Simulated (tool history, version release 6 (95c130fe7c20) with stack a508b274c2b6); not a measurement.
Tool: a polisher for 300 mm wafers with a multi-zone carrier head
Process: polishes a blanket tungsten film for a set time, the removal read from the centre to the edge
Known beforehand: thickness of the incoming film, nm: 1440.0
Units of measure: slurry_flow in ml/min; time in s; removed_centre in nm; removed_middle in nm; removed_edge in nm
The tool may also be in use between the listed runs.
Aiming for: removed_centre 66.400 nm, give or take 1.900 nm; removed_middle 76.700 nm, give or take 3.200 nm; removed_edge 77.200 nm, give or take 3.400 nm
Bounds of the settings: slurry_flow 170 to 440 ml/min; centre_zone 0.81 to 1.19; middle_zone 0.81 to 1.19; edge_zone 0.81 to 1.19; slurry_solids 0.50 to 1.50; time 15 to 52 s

run  hour  slurry_flow  centre_zone  middle_zone  edge_zone  slurry_solids  time  removed_centre  removed_middle  removed_edge
  1   0.0          280         1.00         1.00       1.00           1.00    33         117.610         116.290       120.520
  2   1.1          280         1.00         1.05       1.00           1.00    33         120.070         123.500       119.080
  3   6.6          275         0.95         1.03       0.97           0.85    30          95.861         102.350       101.720
  4  15.5          270         0.92         1.02       0.93           0.75    29          86.202          91.686        89.472
  5  20.6          255         0.89         1.01       0.93           0.65    29          77.118          86.697        84.471
  6  24.6          290         0.89         1.01       0.93           0.65    29          79.087          89.173        87.018
  7  28.9          270         0.86         0.99       0.92           0.65    29          74.868          86.027        84.579
  8  33.2          250         0.84         0.97       0.90           0.65    29          72.658          82.579        85.272
  9  34.5          245         0.83         0.97       0.88           0.60    29          69.725          78.993        80.625
 10  38.8          235         0.82         0.98       0.87           0.60    29          67.756          79.415        80.674
 11  42.0          230         0.83         0.97       0.82           0.50    29          61.977          71.337        71.624
     45.4  -- worn pad replaced by a new one
 12  45.4          245         0.83         0.97       0.84           0.50    29          68.895          80.106        79.057

Consider the 5 candidate settings below. Which is the only one whose results all fall within their allowed miss of target?
  A  48.8          220         0.91         0.99       0.84           0.65    26               ?               ?             ?
  B  48.8          305         0.83         1.09       0.92           0.50    27               ?               ?             ?
  C  48.8          285         0.81         0.96       0.82           0.50    30               ?               ?             ?
  D  48.8          220         0.85         0.85       0.87           0.60    27               ?               ?             ?
  E  48.8          250         0.82         0.97       0.86           0.55    27               ?               ?             ?

move  removed_centre  removed_middle  removed_edge
   A          75.095          80.260        78.274
   B          65.300          82.684        75.551
   C          70.158          81.918        80.705
   D          70.131          70.813        79.376
   E          66.177          77.110        76.693
A: moves away from the targets compared with the last run
B: brings the result that was furthest off to its target, and leaves another outside
C: moves away from the targets compared with the last run
D: moves away from the targets compared with the last run
E: all results land within tolerance of their targets
E meets every target.
